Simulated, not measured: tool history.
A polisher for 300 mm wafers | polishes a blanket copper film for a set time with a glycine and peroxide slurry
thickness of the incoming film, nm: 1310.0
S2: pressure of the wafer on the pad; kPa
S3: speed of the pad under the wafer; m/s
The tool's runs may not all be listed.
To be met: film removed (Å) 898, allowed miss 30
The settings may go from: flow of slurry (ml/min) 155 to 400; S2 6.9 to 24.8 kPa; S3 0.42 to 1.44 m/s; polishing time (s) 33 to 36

Run 1, hour 0: flow of slurry (ml/min) 255, S2 15.9 kPa, S3 0.92 m/s, polishing time (s) 36. Result: film removed (Å) 1622.2.
Run 2, hour 1.8: flow of slurry (ml/min) 255, S2 15.9 kPa, S3 1.1 m/s, polishing time (s) 36. Result: film removed (Å) 1875.7.
Run 3, hour 8.7: flow of slurry (ml/min) 255, S2 13.8 kPa, S3 1.02 m/s, polishing time (s) 36. Result: film removed (Å) 1575.8.
Run 4, hour 15.7: flow of slurry (ml/min) 255, S2 12.4 kPa, S3 0.96 m/s, polishing time (s) 36. Result: film removed (Å) 1381.2.
Run 5, hour 20.8: flow of slurry (ml/min) 200, S2 12.4 kPa, S3 0.96 m/s, polishing time (s) 36. Result: film removed (Å) 1360.1.
Run 6, hour 25.4: flow of slurry (ml/min) 200, S2 12.4 kPa, S3 0.96 m/s, polishing time (s) 33. Result: film removed (Å) 1242.1.
Run 7, hour 32.8: flow of slurry (ml/min) 195, S2 11 kPa, S3 0.96 m/s, polishing time (s) 33. Result: film removed (Å) 1121.8.
Run 8, hour 37.3: flow of slurry (ml/min) 190, S2 10.3 kPa, S3 0.96 m/s, polishing time (s) 33. Result: film removed (Å) 1080.9.
Run 9, hour 43.8: flow of slurry (ml/min) 190, S2 10.3 kPa, S3 0.96 m/s, polishing time (s) 33. Result: film removed (Å) 1080.7.
Run 10, hour 50: flow of slurry (ml/min) 190, S2 6.9 kPa, S3 0.94 m/s, polishing time (s) 33. Result: film removed (Å) 823.77.

4 next moves are on the table. One of them brings every result within its allowed miss. Which?
Run A, hour 56.2: flow of slurry (ml/min) 310, S2 9 kPa, S3 0.64 m/s, polishing time (s) 34. Result: film removed (Å) ?.
Run B, hour 56.2: flow of slurry (ml/min) 155, S2 6.9 kPa, S3 0.9 m/s, polishing time (s) 34. Result: film removed (Å) ?.
Run C, hour 56.2: flow of slurry (ml/min) 155, S2 6.9 kPa, S3 1.04 m/s, polishing time (s) 33. Result: film removed (Å) ?.
Run D, hour 56.2: flow of slurry (ml/min) 155, S2 7.6 kPa, S3 1.02 m/s, polishing time (s) 33. Result: film removed (Å) ?.

move  film removed (Å)
   A            811.34
   B            796.22
   C             845.3
   D            887.75
A: further off than the last run
B: further off than the last run
C: nearer than the last run, and not there yet
D: meets every target
The right move is D.
